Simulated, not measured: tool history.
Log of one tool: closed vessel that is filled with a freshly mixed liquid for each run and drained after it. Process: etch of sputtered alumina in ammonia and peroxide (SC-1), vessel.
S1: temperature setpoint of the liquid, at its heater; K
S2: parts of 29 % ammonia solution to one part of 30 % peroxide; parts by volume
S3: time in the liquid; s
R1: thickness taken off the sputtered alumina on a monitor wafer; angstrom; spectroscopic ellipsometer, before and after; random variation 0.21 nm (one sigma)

run	hour	S1	S2	S3	R1
1	0.0	331.15	0.50	635	672.65
2	8.7	336.15	0.50	635	871.97
3	16.0	336.15	0.35	635	843.61
4	20.2	333.15	0.35	635	725.25
5	28.4	333.15	0.25	635	703.35
6	30.0	333.15	0.20	635	685.47
7	37.0	331.15	0.20	635	621.17

Forecast run 8:
8	40.5	330.15	0.20	635	?

{"run 8": {"R1": 585.26}}
